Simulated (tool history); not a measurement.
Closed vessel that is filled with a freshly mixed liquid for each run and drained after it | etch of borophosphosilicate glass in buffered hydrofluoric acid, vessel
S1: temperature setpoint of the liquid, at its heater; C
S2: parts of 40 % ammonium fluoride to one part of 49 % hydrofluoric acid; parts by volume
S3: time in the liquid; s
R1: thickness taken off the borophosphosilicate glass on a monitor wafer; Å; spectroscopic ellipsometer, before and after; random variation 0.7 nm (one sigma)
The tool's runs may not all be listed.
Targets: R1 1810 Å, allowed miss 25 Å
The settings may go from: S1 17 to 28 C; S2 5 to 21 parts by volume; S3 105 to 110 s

{"run": 1, "hour": 0.0, "S1": 20, "S2": 13, "S3": 105, "R1": 1450.6}
{"run": 2, "hour": 3.8, "S1": 20.5, "S2": 13, "S3": 105, "R1": 1510.2}
{"run": 3, "hour": 5.9, "S1": 20.5, "S2": 11, "S3": 105, "R1": 1763.3}
{"run": 4, "hour": 12.6, "S1": 20.5, "S2": 13.5, "S3": 105, "R1": 1445.3}
{"run": 5, "hour": 19.9, "S1": 23.5, "S2": 13.5, "S3": 105, "R1": 1700.5}
{"run": 6, "hour": 27.0, "S1": 21.5, "S2": 13.5, "S3": 105, "R1": 1530.6}
{"run": 7, "hour": 33.6, "S1": 22, "S2": 13.5, "S3": 105, "R1": 1576.1}
{"run": 8, "hour": 39.5, "S1": 22.5, "S2": 13.5, "S3": 105, "R1": 1609.5}
{"run": 9, "hour": 46.0, "S1": 24, "S2": 13.5, "S3": 105, "R1": 1744.8}

Which of these 4 next moves meets every target?
{"run": "A", "hour": 52.5, "S1": 24.5, "S2": 13, "S3": 105, "R1": "?"}
{"run": "B", "hour": 52.5, "S1": 23.5, "S2": 14, "S3": 110, "R1": "?"}
{"run": "C", "hour": 52.5, "S1": 24, "S2": 13, "S3": 105, "R1": "?"}
{"run": "D", "hour": 52.5, "S1": 23.5, "S2": 13, "S3": 110, "R1": "?"}

move=A R1=1875.2
move=B R1=1730.1
move=C R1=1825.3
move=D R1=1861.2
A: takes the result that was furthest off past its target
B: further off than the last run
C: meets every target
D: takes the result that was furthest off past its target
Move C is the one to make.
